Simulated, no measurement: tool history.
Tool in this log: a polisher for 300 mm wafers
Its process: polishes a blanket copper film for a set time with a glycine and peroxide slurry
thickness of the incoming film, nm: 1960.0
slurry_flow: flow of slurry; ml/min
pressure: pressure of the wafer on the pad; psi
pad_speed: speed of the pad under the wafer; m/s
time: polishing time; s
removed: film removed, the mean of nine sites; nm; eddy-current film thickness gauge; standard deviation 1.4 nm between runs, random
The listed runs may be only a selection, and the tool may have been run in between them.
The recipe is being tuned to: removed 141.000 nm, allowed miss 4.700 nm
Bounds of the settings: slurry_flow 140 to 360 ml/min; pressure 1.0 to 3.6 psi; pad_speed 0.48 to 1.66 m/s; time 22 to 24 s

{"run": 1, "hour": 0.0, "slurry_flow": 230, "pressure": 2.3, "pad_speed": 1.06, "time": 24, "removed": 99.289}
{"run": 2, "hour": 0.6, "slurry_flow": 230, "pressure": 2.0, "pad_speed": 1.06, "time": 24, "removed": 94.514}
{"run": 3, "hour": 6.9, "slurry_flow": 230, "pressure": 2.2, "pad_speed": 1.06, "time": 24, "removed": 99.405}
{"run": 4, "hour": 15.1, "slurry_flow": 230, "pressure": 2.4, "pad_speed": 1.06, "time": 24, "removed": 103.95}
{"run": 5, "hour": 19.7, "slurry_flow": 230, "pressure": 2.4, "pad_speed": 1.06, "time": 22, "removed": 93.055}
{"run": 6, "hour": 26.3, "slurry_flow": 230, "pressure": 2.4, "pad_speed": 1.2, "time": 22, "removed": 105.44}
{"run": 7, "hour": 28.2, "slurry_flow": 230, "pressure": 2.6, "pad_speed": 1.2, "time": 22, "removed": 108.46}
{"run": 8, "hour": 31.0, "slurry_flow": 230, "pressure": 2.8, "pad_speed": 1.22, "time": 22, "removed": 114.56}
{"run": 9, "hour": 34.7, "slurry_flow": 230, "pressure": 2.8, "pad_speed": 1.22, "time": 22, "removed": 114.96}
{"run": 10, "hour": 39.9, "slurry_flow": 230, "pressure": 2.9, "pad_speed": 1.22, "time": 22, "removed": 116.58}
{"run": 11, "hour": 46.5, "slurry_flow": 230, "pressure": 3.0, "pad_speed": 1.24, "time": 22, "removed": 120.42}
{"run": 12, "hour": 54.4, "slurry_flow": 230, "pressure": 3.1, "pad_speed": 1.24, "time": 22, "removed": 122.64}
{"run": 13, "hour": 59.4, "slurry_flow": 230, "pressure": 3.2, "pad_speed": 1.24, "time": 22, "removed": 124.43}
{"run": 14, "hour": 62.6, "slurry_flow": 230, "pressure": 3.3, "pad_speed": 1.26, "time": 22, "removed": 130.55}
{"run": 15, "hour": 65.6, "slurry_flow": 235, "pressure": 3.5, "pad_speed": 1.26, "time": 22, "removed": 133.87}

Of the 4 settings listed for the next run, only one would bring every result within its allowed miss of target. Which one?
{"run": "A", "hour": 68.6, "slurry_flow": 220, "pressure": 3.3, "pad_speed": 1.36, "time": 24, "removed": "?"}
{"run": "B", "hour": 68.6, "slurry_flow": 235, "pressure": 3.2, "pad_speed": 1.3, "time": 24, "removed": "?"}
{"run": "C", "hour": 68.6, "slurry_flow": 240, "pressure": 3.6, "pad_speed": 1.28, "time": 24, "removed": "?"}
{"run": "D", "hour": 68.6, "slurry_flow": 255, "pressure": 3.6, "pad_speed": 1.24, "time": 24, "removed": "?"}

move=A removed=152.670
move=B removed=145.460
move=C removed=154.380
move=D removed=151.320
A: carries the result that was furthest off beyond its target, to the other side
B: every result lands within tolerance
C: carries the result that was furthest off beyond its target, to the other side
D: carries the result that was furthest off beyond its target, to the other side
Move B is the one to make.
